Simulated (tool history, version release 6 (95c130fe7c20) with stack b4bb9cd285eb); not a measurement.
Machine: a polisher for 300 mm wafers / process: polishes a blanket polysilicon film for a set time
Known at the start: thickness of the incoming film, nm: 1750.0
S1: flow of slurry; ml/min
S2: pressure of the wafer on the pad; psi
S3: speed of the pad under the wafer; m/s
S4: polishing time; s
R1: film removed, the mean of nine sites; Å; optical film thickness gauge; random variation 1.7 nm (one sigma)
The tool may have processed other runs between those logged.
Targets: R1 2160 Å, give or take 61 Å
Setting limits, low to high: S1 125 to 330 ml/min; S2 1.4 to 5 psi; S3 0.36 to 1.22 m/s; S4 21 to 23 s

run 1 day=0 | S1=210 S2=3.2 S3=0.78 S4=23 | R1=1700.3
run 2 day=0.188 | S1=215 S2=3.4 S3=0.78 S4=23 | R1=1780.9
run 3 day=0.25 | S1=215 S2=3 S3=0.78 S4=23 | R1=1605.1
run 4 day=0.317 | S1=240 S2=3 S3=0.78 S4=23 | R1=1596.2
run 5 day=0.612 | S1=240 S2=3.3 S3=0.78 S4=23 | R1=1733.5
run 6 day=0.825 | S1=240 S2=3.3 S3=0.78 S4=21 | R1=1604.8
run 7 day=1.1 | S1=240 S2=3.6 S3=0.78 S4=21 | R1=1717.1
run 8 day=1.162 | S1=240 S2=3.8 S3=0.78 S4=21 | R1=1806.1
run 9 day=1.512 | S1=240 S2=4 S3=0.78 S4=21 | R1=1887.7

Exercise: of the 4 proposed moves below, exactly one satisfies all targets within the stated allowed misses. Which move is it?
run A day=1.862 | S1=240 S2=4.1 S3=0.74 S4=23 | R1=?
run B day=1.862 | S1=245 S2=4.1 S3=0.8 S4=23 | R1=?
run C day=1.862 | S1=245 S2=4.3 S3=0.78 S4=21 | R1=?
run D day=1.862 | S1=215 S2=3.7 S3=0.76 S4=22 | R1=?

move=A R1=2032.3
move=B R1=2195.5
move=C R1=2039.9
move=D R1=1807.3
A: closer than the last run, but not yet in spec
B: every result lands within tolerance
C: closer than the last run, but not yet in spec
D: its largest miss is bigger than the last run's
B is the move that brings every result within its allowed miss.
